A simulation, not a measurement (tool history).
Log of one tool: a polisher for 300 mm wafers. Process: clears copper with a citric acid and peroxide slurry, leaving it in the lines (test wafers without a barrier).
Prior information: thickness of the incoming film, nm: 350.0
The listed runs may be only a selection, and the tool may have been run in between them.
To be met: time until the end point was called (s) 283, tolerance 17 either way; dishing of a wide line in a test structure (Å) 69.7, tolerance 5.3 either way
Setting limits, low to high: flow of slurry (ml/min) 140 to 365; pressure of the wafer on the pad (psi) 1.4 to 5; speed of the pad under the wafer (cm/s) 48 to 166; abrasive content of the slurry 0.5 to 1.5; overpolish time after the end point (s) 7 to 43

run,day,flow of slurry (ml/min),pressure of the wafer on the pad (psi),speed of the pad under the wafer (cm/s),abrasive content of the slurry,overpolish time after the end point (s),time until the end point was called (s),dishing of a wide line in a test structure (Å)
1,0,235,3.2,106,1,22,119.45,405.4
2,0.229,230,2.6,92,0.95,17,165.66,245.91
3,0.538,230,2.2,82,0.95,14,203.78,168.24
4,0.667,230,1.4,82,0.95,14,266.71,126.2
5,0.746,250,1.4,72,1.1,12,283,103.85
6,1.121,285,1.4,68,1.25,10,295.52,81.848
7,1.229,295,1.4,68,1.3,9,282.71,75.995
8,1.258,305,1.5,64,1.35,7,295.95,57.66

Which single option among these 5 for the next run brings every result within its allowed miss of target? Just one does.
A,1.288,340,1.5,66,1.5,8,?,?
B,1.288,335,1.4,58,1.5,9,?,?
C,1.288,290,1.5,64,1.3,10,?,?
D,1.288,305,1.6,54,1.45,9,?,?
E,1.288,305,1.5,52,1.35,10,?,?

move,time until the end point was called (s),dishing of a wide line in a test structure (Å)
A,278.81,70.633
B,327,67.798
C,299.91,81.789
D,328.73,67.506
E,358.69,68.694
A: each result inside its tolerance
B: brings the last run's worst result on target, with another outside its allowed miss
C: takes the biggest miss from the last run beyond its target
D: brings the last run's worst result on target, with another outside its allowed miss
E: brings the last run's worst result on target, with another outside its allowed miss
Correct choice: A, which meets every target
